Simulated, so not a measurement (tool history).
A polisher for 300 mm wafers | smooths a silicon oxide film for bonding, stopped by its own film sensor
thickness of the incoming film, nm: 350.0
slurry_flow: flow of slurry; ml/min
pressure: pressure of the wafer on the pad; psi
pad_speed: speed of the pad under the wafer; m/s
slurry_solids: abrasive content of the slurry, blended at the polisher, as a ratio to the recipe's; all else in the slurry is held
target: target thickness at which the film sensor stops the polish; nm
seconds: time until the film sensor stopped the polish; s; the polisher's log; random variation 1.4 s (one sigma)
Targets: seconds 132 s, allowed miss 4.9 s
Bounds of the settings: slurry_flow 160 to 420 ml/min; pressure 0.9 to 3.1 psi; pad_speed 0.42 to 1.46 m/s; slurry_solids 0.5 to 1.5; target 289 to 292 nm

Run 1, day 0: slurry_flow 270 ml/min, pressure 2 psi, pad_speed 0.94 m/s, slurry_solids 1, target 292 nm. Result: seconds 91.785 s.
Run 2, day 0.279: slurry_flow 270 ml/min, pressure 2 psi, pad_speed 0.94 m/s, slurry_solids 1.15, target 292 nm. Result: seconds 85.072 s.
Run 3, day 0.625: slurry_flow 270 ml/min, pressure 2 psi, pad_speed 0.94 m/s, slurry_solids 1.15, target 289 nm. Result: seconds 89.215 s.
Run 4, day 0.783: slurry_flow 270 ml/min, pressure 1.7 psi, pad_speed 0.94 m/s, slurry_solids 1.15, target 289 nm. Result: seconds 103.12 s.
Run 5, day 0.975: slurry_flow 270 ml/min, pressure 1.7 psi, pad_speed 1.06 m/s, slurry_solids 1.15, target 289 nm. Result: seconds 92.923 s.
Run 6, day 1.188: slurry_flow 270 ml/min, pressure 1.5 psi, pad_speed 1.06 m/s, slurry_solids 1.15, target 289 nm. Result: seconds 102.95 s.
Run 7, day 1.35: slurry_flow 270 ml/min, pressure 1.3 psi, pad_speed 1.06 m/s, slurry_solids 1.15, target 289 nm. Result: seconds 112.68 s.
Run 8, day 1.7: slurry_flow 270 ml/min, pressure 1.2 psi, pad_speed 1.06 m/s, slurry_solids 1.15, target 289 nm. Result: seconds 119.96 s.

Which of these 5 next moves meets every target?
Run A, day 2.05: slurry_flow 310 ml/min, pressure 1 psi, pad_speed 1.26 m/s, slurry_solids 0.9, target 291 nm. Result: seconds ?.
Run B, day 2.05: slurry_flow 305 ml/min, pressure 1 psi, pad_speed 0.9 m/s, slurry_solids 1.4, target 289 nm. Result: seconds ?.
Run C, day 2.05: slurry_flow 300 ml/min, pressure 1.1 psi, pad_speed 0.8 m/s, slurry_solids 1.4, target 291 nm. Result: seconds ?.
Run D, day 2.05: slurry_flow 335 ml/min, pressure 1.2 psi, pad_speed 1 m/s, slurry_solids 1.2, target 292 nm. Result: seconds ?.
Run E, day 2.05: slurry_flow 275 ml/min, pressure 1.4 psi, pad_speed 1.12 m/s, slurry_solids 1.05, target 289 nm. Result: seconds ?.

move  seconds
   A   133.06
   B   144.38
   C    143.7
   D   117.79
   E   109.53
A: meets every target
B: takes the result that was furthest off past its target
C: takes the result that was furthest off past its target
D: further off than the last run
E: further off than the last run
The right move is A.
